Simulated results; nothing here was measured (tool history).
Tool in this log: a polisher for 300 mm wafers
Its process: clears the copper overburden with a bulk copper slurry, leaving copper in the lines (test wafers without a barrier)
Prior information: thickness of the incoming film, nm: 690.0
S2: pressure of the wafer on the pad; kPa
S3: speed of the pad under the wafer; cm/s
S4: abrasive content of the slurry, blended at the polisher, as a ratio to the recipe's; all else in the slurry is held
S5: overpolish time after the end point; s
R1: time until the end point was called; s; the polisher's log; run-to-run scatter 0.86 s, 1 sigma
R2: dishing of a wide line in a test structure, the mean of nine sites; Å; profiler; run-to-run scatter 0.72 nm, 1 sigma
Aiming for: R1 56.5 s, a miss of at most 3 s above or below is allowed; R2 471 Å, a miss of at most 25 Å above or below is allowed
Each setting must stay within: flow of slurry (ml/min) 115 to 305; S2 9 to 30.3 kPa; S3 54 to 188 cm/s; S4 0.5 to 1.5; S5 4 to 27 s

run 1 day=0 | flow_of_slurry_(ml/min)=195 S2=19.3 S3=120 S4=1 S5=14 | R1=71.816 R2=707.02
run 2 day=0.167 | flow_of_slurry_(ml/min)=195 S2=19.3 S3=128 S4=1 S5=12 | R1=69.42 R2=671.36
run 3 day=0.283 | flow_of_slurry_(ml/min)=195 S2=19.3 S3=128 S4=1 S5=17 | R1=68.837 R2=820.47
run 4 day=0.479 | flow_of_slurry_(ml/min)=195 S2=19.3 S3=128 S4=1 S5=21 | R1=68.105 R2=917.17
run 5 day=0.558 | flow_of_slurry_(ml/min)=195 S2=19.3 S3=104 S4=1 S5=21 | R1=81.23 R2=842.92
run 6 day=0.912 | flow_of_slurry_(ml/min)=195 S2=19.3 S3=118 S4=1 S5=21 | R1=76.061 R2=897
run 7 day=1.067 | flow_of_slurry_(ml/min)=190 S2=17.9 S3=134 S4=0.95 S5=17 | R1=70.449 R2=823.34
run 8 day=1.138 | flow_of_slurry_(ml/min)=215 S2=19.3 S3=130 S4=1.1 S5=14 | R1=64.763 R2=778.22
run 9 day=1.296 | flow_of_slurry_(ml/min)=190 S2=22.1 S3=124 S4=0.95 S5=12 | R1=61.59 R2=723.12
run 10 day=1.362 | flow_of_slurry_(ml/min)=170 S2=23.4 S3=118 S4=0.85 S5=10 | R1=62.184 R2=653.47
run 11 day=1.612 | flow_of_slurry_(ml/min)=155 S2=24.8 S3=114 S4=0.75 S5=9 | R1=63.174 R2=582.35
run 12 day=1.838 | flow_of_slurry_(ml/min)=145 S2=25.5 S3=114 S4=0.7 S5=8 | R1=63.331 R2=544.81
run 13 day=1.917 | flow_of_slurry_(ml/min)=130 S2=29 S3=120 S4=0.5 S5=4 | R1=56.073 R2=336.86
run 14 day=2.112 | flow_of_slurry_(ml/min)=130 S2=28.3 S3=120 S4=0.55 S5=4 | R1=58.248 R2=339.08
run 15 day=2.192 | flow_of_slurry_(ml/min)=140 S2=28.3 S3=118 S4=0.6 S5=4 | R1=56.484 R2=341.39
run 16 day=2.529 | flow_of_slurry_(ml/min)=140 S2=27.6 S3=118 S4=0.65 S5=5 | R1=59.569 R2=401.14
run 17 day=2.667 | flow_of_slurry_(ml/min)=140 S2=28.3 S3=118 S4=0.7 S5=5 | R1=55.059 R2=417.79
run 18 day=2.717 | flow_of_slurry_(ml/min)=140 S2=28.3 S3=116 S4=0.75 S5=5 | R1=55.781 R2=422
run 19 day=2.942 | flow_of_slurry_(ml/min)=140 S2=28.3 S3=116 S4=0.8 S5=5 | R1=56.105 R2=414.78
run 20 day=3.104 | flow_of_slurry_(ml/min)=140 S2=28.3 S3=116 S4=0.8 S5=5 | R1=55.469 R2=417.03

Exercise: of the 5 proposed moves below, exactly one satisfies all targets within the stated allowed misses. Which move is it?
run A day=3.267 | flow_of_slurry_(ml/min)=140 S2=30.3 S3=122 S4=0.8 S5=5 | R1=? R2=?
run B day=3.267 | flow_of_slurry_(ml/min)=120 S2=27.6 S3=132 S4=0.6 S5=4 | R1=? R2=?
run C day=3.267 | flow_of_slurry_(ml/min)=140 S2=28.3 S3=112 S4=0.9 S5=6 | R1=? R2=?
run D day=3.267 | flow_of_slurry_(ml/min)=115 S2=29.6 S3=128 S4=0.75 S5=4 | R1=? R2=?
run E day=3.267 | flow_of_slurry_(ml/min)=115 S2=30.3 S3=116 S4=0.7 S5=7 | R1=? R2=?

move=A R1=50.255 R2=453.03
move=B R1=54.447 R2=350.34
move=C R1=57.699 R2=467.81
move=D R1=51.567 R2=367.97
move=E R1=55.891 R2=543.39
A: brings the last run's worst result on target, with another outside its allowed miss
B: further off than the last run
C: in spec on every target
D: further off than the last run
E: moves the result that the last run missed by most past its target, out the other side
Go with C: it meets all targets.
